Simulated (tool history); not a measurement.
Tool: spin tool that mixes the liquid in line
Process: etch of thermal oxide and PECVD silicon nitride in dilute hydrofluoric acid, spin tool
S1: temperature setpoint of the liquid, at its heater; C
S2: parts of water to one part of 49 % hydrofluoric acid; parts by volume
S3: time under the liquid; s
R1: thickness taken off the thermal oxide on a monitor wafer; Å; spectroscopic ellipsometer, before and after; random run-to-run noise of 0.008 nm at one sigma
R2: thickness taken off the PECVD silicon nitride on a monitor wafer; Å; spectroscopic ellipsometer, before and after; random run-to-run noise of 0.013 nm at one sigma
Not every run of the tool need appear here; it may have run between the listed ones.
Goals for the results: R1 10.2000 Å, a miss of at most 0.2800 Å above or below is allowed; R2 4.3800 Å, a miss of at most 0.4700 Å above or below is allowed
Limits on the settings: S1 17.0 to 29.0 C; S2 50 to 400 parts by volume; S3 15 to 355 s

run	hour	S1	S2	S3	R1	R2
1	0.0	21.0	225	180	29.5080	12.0280
2	4.6	21.0	185	180	37.3060	15.0460
3	10.3	21.0	150	180	48.0010	18.8420
4	14.0	21.0	205	180	32.5410	13.7670
5	18.2	23.5	205	180	35.9490	15.8900
6	23.1	23.5	205	250	49.8630	22.5650
7	24.3	22.0	255	240	34.6230	15.0380
8	26.7	19.0	345	160	14.2100	6.0160
9	31.9	19.0	360	160	13.4440	6.1236
10	33.6	18.5	370	155	12.1820	5.3696
11	36.9	18.0	375	155	11.8390	5.3523

Which of these 5 next moves meets every target?
A	40.2	17.5	340	120	?	?
B	40.2	22.5	400	135	?	?
C	40.2	17.5	380	120	?	?
D	40.2	17.5	305	120	?	?
E	40.2	17.5	320	165	?	?

move	R1	R2
A	10.2410	4.2954
B	11.1010	5.6394
C	8.8722	3.8654
D	11.7530	4.7626
E	15.2110	6.2563
A: every result within its allowed miss
B: closer than the last run, but not yet in spec
C: the result that was furthest off in the last run now lies on the other side of its target
D: closer than the last run, but not yet in spec
E: lands further from the targets than the last run did
Answer: A
